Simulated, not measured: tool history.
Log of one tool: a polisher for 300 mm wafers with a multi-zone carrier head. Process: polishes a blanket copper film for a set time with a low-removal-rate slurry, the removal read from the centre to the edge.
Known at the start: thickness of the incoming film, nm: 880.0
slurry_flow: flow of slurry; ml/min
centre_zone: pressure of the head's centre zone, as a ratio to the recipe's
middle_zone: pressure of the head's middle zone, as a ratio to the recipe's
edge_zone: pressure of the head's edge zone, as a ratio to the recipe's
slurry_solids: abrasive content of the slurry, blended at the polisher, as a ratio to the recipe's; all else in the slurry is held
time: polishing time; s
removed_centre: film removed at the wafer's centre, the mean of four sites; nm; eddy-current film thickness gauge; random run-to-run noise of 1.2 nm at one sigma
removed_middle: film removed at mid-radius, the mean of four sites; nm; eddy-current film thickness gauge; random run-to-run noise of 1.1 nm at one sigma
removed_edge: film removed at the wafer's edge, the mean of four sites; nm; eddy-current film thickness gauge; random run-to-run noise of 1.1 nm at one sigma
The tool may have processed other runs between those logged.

run    day  slurry_flow  centre_zone  middle_zone  edge_zone  slurry_solids  time  removed_centre  removed_middle  removed_edge
  1  0.000          275         1.00         1.00       1.00           1.00    79         123.570         123.110        119.25
  2  0.217          275         0.99         0.99       0.99           0.95    78         122.180         116.940        114.51
  3  0.358          275         0.97         0.99       0.99           0.90    77         116.170         117.010        115.63
  4  0.567          275         0.97         0.99       0.99           1.10    77         119.110         117.870        116.11
  5  0.592          275         0.97         0.99       1.05           1.10    77         118.740         118.940        121.61
  6  0.796          275         0.97         0.99       1.05           1.10    86         133.280         134.270        136.64
  7  0.883          275         0.96         0.98       1.03           1.05    84         130.130         126.020        131.13
  8  1.217          275         0.95         0.98       1.02           1.00    82         120.790         124.390        124.97
  9  1.575          275         0.95         0.97       1.00           0.95    80         118.320         119.760        122.19
 10  1.608          275         0.95         0.96       0.99           0.95    78         116.620         114.610        117.64
 11  1.954          275         0.95         0.95       0.98           0.95    76         112.340         112.930        116.06

Forecast run 12:
 12  2.271          270         1.02         0.92       0.95           0.70    61               ?               ?             ?

{"run 12": {"removed_centre": 92.524, "removed_middle": 83.037, "removed_edge": 84.81}}
